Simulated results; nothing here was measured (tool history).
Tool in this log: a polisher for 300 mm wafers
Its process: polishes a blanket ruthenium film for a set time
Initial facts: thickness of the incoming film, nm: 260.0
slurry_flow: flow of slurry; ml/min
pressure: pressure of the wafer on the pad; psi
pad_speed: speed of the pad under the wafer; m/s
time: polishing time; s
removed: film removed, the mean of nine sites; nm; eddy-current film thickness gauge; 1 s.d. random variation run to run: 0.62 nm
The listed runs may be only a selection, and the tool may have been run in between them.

Run 1, hour 0.0: slurry_flow 300 ml/min, pressure 1.4 psi, pad_speed 1.24 m/s, time 70 s. Result: removed 69.708 nm.
Run 2, hour 5.6: slurry_flow 300 ml/min, pressure 1.4 psi, pad_speed 1.24 m/s, time 70 s. Result: removed 69.140 nm.
Run 3, hour 14.6: slurry_flow 300 ml/min, pressure 1.4 psi, pad_speed 1.24 m/s, time 74 s. Result: removed 72.989 nm.
Run 4, hour 20.1: slurry_flow 300 ml/min, pressure 1.6 psi, pad_speed 1.24 m/s, time 74 s. Result: removed 83.368 nm.
Run 5, hour 25.9: slurry_flow 300 ml/min, pressure 1.3 psi, pad_speed 1.22 m/s, time 74 s. Result: removed 65.591 nm.
Run 6, hour 28.4: slurry_flow 300 ml/min, pressure 1.1 psi, pad_speed 1.20 m/s, time 74 s. Result: removed 56.542 nm.
Run 7, hour 35.2: slurry_flow 300 ml/min, pressure 0.7 psi, pad_speed 1.16 m/s, time 74 s. Result: removed 36.088 nm.

The next listed run, before its measurement:
Run 8, hour 41.0: slurry_flow 300 ml/min, pressure 0.8 psi, pad_speed 1.16 m/s, time 74 s. Result: removed ?.

{"run 8": {"removed": 39.57}}
